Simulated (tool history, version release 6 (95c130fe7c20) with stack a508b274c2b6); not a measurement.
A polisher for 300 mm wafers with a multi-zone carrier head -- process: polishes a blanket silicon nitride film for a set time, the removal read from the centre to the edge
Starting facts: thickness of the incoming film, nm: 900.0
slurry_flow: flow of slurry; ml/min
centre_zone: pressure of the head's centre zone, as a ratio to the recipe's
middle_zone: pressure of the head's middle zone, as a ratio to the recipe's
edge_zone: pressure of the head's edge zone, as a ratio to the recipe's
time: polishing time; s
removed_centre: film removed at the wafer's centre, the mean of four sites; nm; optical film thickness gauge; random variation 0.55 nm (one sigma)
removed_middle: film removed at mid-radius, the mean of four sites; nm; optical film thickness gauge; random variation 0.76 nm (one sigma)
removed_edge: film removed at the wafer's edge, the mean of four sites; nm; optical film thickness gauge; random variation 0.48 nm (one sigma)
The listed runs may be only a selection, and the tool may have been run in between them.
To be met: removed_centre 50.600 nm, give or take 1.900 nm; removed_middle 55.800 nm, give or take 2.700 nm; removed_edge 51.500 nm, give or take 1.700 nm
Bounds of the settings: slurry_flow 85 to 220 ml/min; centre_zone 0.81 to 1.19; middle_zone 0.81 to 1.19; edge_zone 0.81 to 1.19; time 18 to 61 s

run	hour	slurry_flow	centre_zone	middle_zone	edge_zone	time	removed_centre	removed_middle	removed_edge
1	0.0	140	1.00	1.00	1.00	39	64.124	64.305	63.143
2	0.5	165	1.00	1.00	1.00	39	66.795	66.644	64.984
3	2.3	155	0.98	1.00	0.97	38	63.698	62.895	62.404
4	3.5	155	0.98	1.04	0.97	38	63.205	66.711	62.990
# hour 9.0: worn pad replaced by a new one
5	9.0	145	0.97	1.05	0.95	37	64.076	68.959	64.678
6	14.5	145	0.99	1.06	0.98	35	63.324	65.523	60.499
7	23.4	145	0.97	1.06	0.98	33	58.175	61.996	58.119
8	24.4	145	0.96	1.07	0.98	32	56.440	59.324	56.631
9	32.8	140	0.95	1.08	0.97	31	53.361	59.015	53.742
10	35.1	135	0.95	1.07	0.97	31	52.942	56.572	53.758
11	40.5	135	0.95	1.08	0.96	31	52.884	58.005	54.187

Which one of the following 4 next-run settings gets every result inside its allowed miss? There is exactly one.
A	45.9	140	0.81	0.90	0.96	34	?	?	?
B	45.9	165	0.93	1.08	1.00	30	?	?	?
C	45.9	120	0.86	0.99	0.97	34	?	?	?
D	45.9	100	0.96	1.08	0.95	32	?	?	?

move	removed_centre	removed_middle	removed_edge
A	51.817	54.463	59.168
B	52.734	57.687	54.257
C	52.366	57.114	58.062
D	51.155	55.382	52.446
A: the biggest miss grows against the last run
B: just as far off the targets as the last run
C: the biggest miss grows against the last run
D: hits every target within its allowed miss
D is the move that brings every result within its allowed miss.
